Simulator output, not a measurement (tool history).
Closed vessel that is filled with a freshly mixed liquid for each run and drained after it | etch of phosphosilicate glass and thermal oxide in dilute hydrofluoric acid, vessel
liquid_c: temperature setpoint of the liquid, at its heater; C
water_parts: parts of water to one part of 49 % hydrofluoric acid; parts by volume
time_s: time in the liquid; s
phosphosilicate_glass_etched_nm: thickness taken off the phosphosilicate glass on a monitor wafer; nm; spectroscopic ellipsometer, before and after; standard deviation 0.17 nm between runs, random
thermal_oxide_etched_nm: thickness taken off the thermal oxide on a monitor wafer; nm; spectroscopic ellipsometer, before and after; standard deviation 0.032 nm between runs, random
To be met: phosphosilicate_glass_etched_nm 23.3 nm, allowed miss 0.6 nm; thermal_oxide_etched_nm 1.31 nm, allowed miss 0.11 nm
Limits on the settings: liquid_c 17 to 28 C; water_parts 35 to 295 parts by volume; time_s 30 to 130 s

run  hour  liquid_c  water_parts  time_s  phosphosilicate_glass_etched_nm  thermal_oxide_etched_nm
  1     0        20          165      65                           26.266                   1.4892
  2   2.5      18.5          165      65                            24.56                   1.3118
  3   4.5      18.5          165      45                           17.223                   0.9575
  4   9.8      18.5          210      45                           12.885                  0.70571
  5  18.7        17          210      45                           12.269                  0.68357
  6  20.9        20          200      45                           14.429                  0.79925
  7  25.1        22          190      45                           16.675                  0.89776
  8  33.2        23          180      45                           18.231                   1.0248

Which single option among these 4 for the next run brings every result within its allowed miss of target? Just one does.
  A  41.3        20          225      55                                ?                        ?
  B  41.3        21          235      60                                ?                        ?
  C  41.3      23.5          165      50                                ?                        ?
  D  41.3      19.5          290      80                                ?                        ?

move  phosphosilicate_glass_etched_nm  thermal_oxide_etched_nm
   A                           15.319                    0.864
   B                           16.457                  0.92817
   C                           23.075                   1.3015
   D                           15.979                  0.90126
A: moves away from the targets compared with the last run
B: moves away from the targets compared with the last run
C: every result lands within tolerance
D: moves away from the targets compared with the last run
The right move is C.
